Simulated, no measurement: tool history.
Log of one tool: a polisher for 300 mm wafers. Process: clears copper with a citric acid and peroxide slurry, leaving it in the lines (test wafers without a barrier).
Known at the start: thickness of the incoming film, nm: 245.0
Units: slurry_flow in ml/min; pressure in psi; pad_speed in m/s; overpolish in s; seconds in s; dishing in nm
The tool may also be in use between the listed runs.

run,hour,slurry_flow,pressure,pad_speed,slurry_solids,overpolish,seconds,dishing
1,0.0,245,2.4,1.36,1.0,29,92.735,53.024
2,3.0,245,2.1,1.26,1.0,29,113.610,45.029
3,4.4,245,1.9,1.18,1.0,28,127.860,38.159
4,6.3,245,1.9,0.94,1.0,28,157.200,32.904
5,10.1,245,1.7,0.92,1.0,28,174.350,29.762
6,14.0,200,1.7,0.92,1.0,28,178.240,28.330
7,21.1,195,1.6,0.92,1.0,29,189.840,27.680
8,23.7,190,1.5,0.92,1.0,29,201.060,26.691

Run 9 comes next. What will it give?
9,24.5,185,1.5,0.92,1.0,29,?,?

Run 9 gave seconds 197.250 s, dishing 26.347 nm.
